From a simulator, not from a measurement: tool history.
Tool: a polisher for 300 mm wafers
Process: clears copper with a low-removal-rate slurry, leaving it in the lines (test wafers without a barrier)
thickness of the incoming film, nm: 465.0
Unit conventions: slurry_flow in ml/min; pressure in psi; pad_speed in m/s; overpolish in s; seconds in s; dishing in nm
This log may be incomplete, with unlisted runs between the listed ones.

Run 1, hour 0: slurry_flow 255 ml/min, pressure 3.6 psi, pad_speed 0.84 m/s, slurry_solids 1, overpolish 21 s. Result: seconds 112.66 s, dishing 51.519 nm.
Run 2, hour 1.9: slurry_flow 310 ml/min, pressure 3.6 psi, pad_speed 0.84 m/s, slurry_solids 1, overpolish 21 s. Result: seconds 110.19 s, dishing 51.947 nm.
Run 3, hour 4.1: slurry_flow 310 ml/min, pressure 3.1 psi, pad_speed 0.84 m/s, slurry_solids 1, overpolish 21 s. Result: seconds 128.45 s, dishing 46.373 nm.
Run 4, hour 7.7: slurry_flow 310 ml/min, pressure 3.1 psi, pad_speed 0.84 m/s, slurry_solids 1, overpolish 15 s. Result: seconds 123.84 s, dishing 34.829 nm.
Run 5, hour 12.9: slurry_flow 310 ml/min, pressure 2.7 psi, pad_speed 0.82 m/s, slurry_solids 1, overpolish 19 s. Result: seconds 147.02 s, dishing 37.778 nm.
Run 6, hour 18.7: slurry_flow 310 ml/min, pressure 2.4 psi, pad_speed 0.8 m/s, slurry_solids 1, overpolish 22 s. Result: seconds 167.77 s, dishing 38.12 nm.
Run 7, hour 19.7: slurry_flow 305 ml/min, pressure 2.2 psi, pad_speed 0.8 m/s, slurry_solids 1, overpolish 24 s. Result: seconds 184.01 s, dishing 37.869 nm.
Run 8, hour 27.7: slurry_flow 295 ml/min, pressure 2.1 psi, pad_speed 0.8 m/s, slurry_solids 1, overpolish 26 s. Result: seconds 191.05 s, dishing 38.979 nm.
Run 9, hour 36.6: slurry_flow 285 ml/min, pressure 2 psi, pad_speed 0.8 m/s, slurry_solids 1, overpolish 28 s. Result: seconds 193.73 s, dishing 39.756 nm.
Run 10, hour 39.4: slurry_flow 290 ml/min, pressure 1.9 psi, pad_speed 0.8 m/s, slurry_solids 1, overpolish 30 s. Result: seconds 205.22 s, dishing 40.257 nm.
Run 11, hour 46.6: slurry_flow 290 ml/min, pressure 1.8 psi, pad_speed 0.8 m/s, slurry_solids 1, overpolish 31 s. Result: seconds 219.99 s, dishing 39.593 nm.
At hour 48: head pressure recalibrated.
Run 12, hour 48: slurry_flow 290 ml/min, pressure 1.8 psi, pad_speed 0.8 m/s, slurry_solids 1, overpolish 34 s. Result: seconds 237.58 s, dishing 39.37 nm.

For run 13, what comes out?
Run 13, hour 53.1: slurry_flow 290 ml/min, pressure 1.8 psi, pad_speed 0.8 m/s, slurry_solids 1, overpolish 34 s. Result: seconds ?, dishing ?.

{"run 13": {"seconds": 237.74, "dishing": 39.645}}

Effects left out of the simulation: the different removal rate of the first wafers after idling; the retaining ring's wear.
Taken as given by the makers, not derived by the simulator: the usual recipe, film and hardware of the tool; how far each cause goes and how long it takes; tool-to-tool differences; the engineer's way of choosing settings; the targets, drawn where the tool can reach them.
